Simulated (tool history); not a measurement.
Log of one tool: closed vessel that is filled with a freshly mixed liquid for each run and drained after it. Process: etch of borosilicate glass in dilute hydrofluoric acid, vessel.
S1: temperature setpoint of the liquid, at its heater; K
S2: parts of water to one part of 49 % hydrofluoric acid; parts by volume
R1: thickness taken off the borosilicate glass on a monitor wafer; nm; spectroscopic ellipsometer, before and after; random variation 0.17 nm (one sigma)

{"run": 1, "hour": 0.0, "S1": 294.15, "S2": 255, "time in the liquid (s)": 95, "R1": 12.396}
{"run": 2, "hour": 3.7, "S1": 296.15, "S2": 205, "time in the liquid (s)": 95, "R1": 17.647}
{"run": 3, "hour": 10.1, "S1": 297.65, "S2": 175, "time in the liquid (s)": 95, "R1": 22.52}
{"run": 4, "hour": 17.0, "S1": 298.65, "S2": 155, "time in the liquid (s)": 95, "R1": 27.069}
{"run": 5, "hour": 22.0, "S1": 299.65, "S2": 145, "time in the liquid (s)": 95, "R1": 30.439}
{"hour": 23.8, "done": "hydrofluoric acid flow meter replaced"}
{"run": 6, "hour": 23.8, "S1": 300.15, "S2": 135, "time in the liquid (s)": 95, "R1": 38.188}
{"run": 7, "hour": 29.7, "S1": 300.65, "S2": 135, "time in the liquid (s)": 95, "R1": 39.076}

The next listed run, before its measurement:
{"run": 8, "hour": 30.9, "S1": 301.15, "S2": 135, "time in the liquid (s)": 95, "R1": "?"}

{"run 8": {"R1": 39.686}}
